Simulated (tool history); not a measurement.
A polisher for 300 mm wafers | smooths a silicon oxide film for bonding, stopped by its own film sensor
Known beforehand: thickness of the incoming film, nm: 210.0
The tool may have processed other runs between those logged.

run	hour	flow of slurry (ml/min)	pressure of the wafer on the pad (kPa)	speed of the pad under the wafer (m/s)	abrasive content of the slurry	target thickness at which the film sensor stops the polish (angstrom)	time until the film sensor stopped the polish (s)
1	0	270	16.5	1.16	1	1600	53.432
2	1.7	295	16.5	1.16	1	1600	55.578
3	2.6	295	16.5	1.16	1	1570	56.636
4	4.7	295	16.5	1.16	0.85	1570	63.886
5	9.4	295	18.6	1.16	0.85	1570	57.493
6	17.7	325	18.6	1.16	0.85	1570	57.546
7	22.4	325	19.3	1.16	0.85	1570	55.399

Run 8 comes next. What will it give?
8	25.1	325	20	1.16	0.85	1570	?

time until the film sensor stopped the polish (s): 55.636
